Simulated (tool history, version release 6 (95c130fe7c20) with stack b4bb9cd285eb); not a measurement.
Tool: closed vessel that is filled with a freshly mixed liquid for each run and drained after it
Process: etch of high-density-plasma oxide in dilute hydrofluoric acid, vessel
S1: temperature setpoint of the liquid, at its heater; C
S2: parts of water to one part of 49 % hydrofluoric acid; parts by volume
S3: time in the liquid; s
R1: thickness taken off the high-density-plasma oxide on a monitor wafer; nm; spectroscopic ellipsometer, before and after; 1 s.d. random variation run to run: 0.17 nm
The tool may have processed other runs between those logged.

| run | hour | S1 | S2 | S3 | R1 |
|---|---|---|---|---|---|
| 1 | 0.0 | 21.0 | 45 | 100 | 15.047 |
| 2 | 8.6 | 21.0 | 50 | 100 | 13.393 |
| 3 | 9.5 | 23.0 | 50 | 100 | 14.667 |
| 4 | 10.8 | 20.0 | 50 | 100 | 12.712 |
| 5 | 17.8 | 20.0 | 50 | 80 | 10.185 |
| 6 | 20.8 | 22.5 | 50 | 80 | 11.336 |
| 7 | 22.2 | 24.0 | 45 | 80 | 13.398 |
| 8 | 25.3 | 25.5 | 40 | 80 | 16.329 |
| 9 | 30.9 | 26.5 | 40 | 80 | 16.641 |

For run 10, what comes out?
| 10 | 34.9 | 27.0 | 40 | 80 | ? |

Run 10 came out at R1 17.165 nm.
